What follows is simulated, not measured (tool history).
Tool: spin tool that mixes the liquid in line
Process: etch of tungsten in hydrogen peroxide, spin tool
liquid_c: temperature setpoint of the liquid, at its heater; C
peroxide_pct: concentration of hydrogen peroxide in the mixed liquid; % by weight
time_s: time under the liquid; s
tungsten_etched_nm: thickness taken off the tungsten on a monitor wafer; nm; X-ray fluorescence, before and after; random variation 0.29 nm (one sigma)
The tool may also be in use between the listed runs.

run 1 hour=0.0 | liquid_c=54.0 peroxide_pct=26.0 time_s=20 | tungsten_etched_nm=25.182
run 2 hour=6.1 | liquid_c=54.5 peroxide_pct=26.0 time_s=20 | tungsten_etched_nm=25.915
run 3 hour=6.9 | liquid_c=55.0 peroxide_pct=26.0 time_s=20 | tungsten_etched_nm=26.681
run 4 hour=13.8 | liquid_c=55.5 peroxide_pct=26.0 time_s=20 | tungsten_etched_nm=28.277
run 5 hour=15.4 | liquid_c=49.5 peroxide_pct=26.0 time_s=20 | tungsten_etched_nm=19.291
run 6 hour=19.5 | liquid_c=50.5 peroxide_pct=26.0 time_s=20 | tungsten_etched_nm=20.581
run 7 hour=22.5 | liquid_c=51.5 peroxide_pct=26.0 time_s=20 | tungsten_etched_nm=22.311
run 8 hour=23.8 | liquid_c=52.0 peroxide_pct=26.0 time_s=20 | tungsten_etched_nm=22.571

Forecast run 9:
run 9 hour=24.8 | liquid_c=58.5 peroxide_pct=26.5 time_s=20 | tungsten_etched_nm=?

{"run 9": {"tungsten_etched_nm": 33.062}}
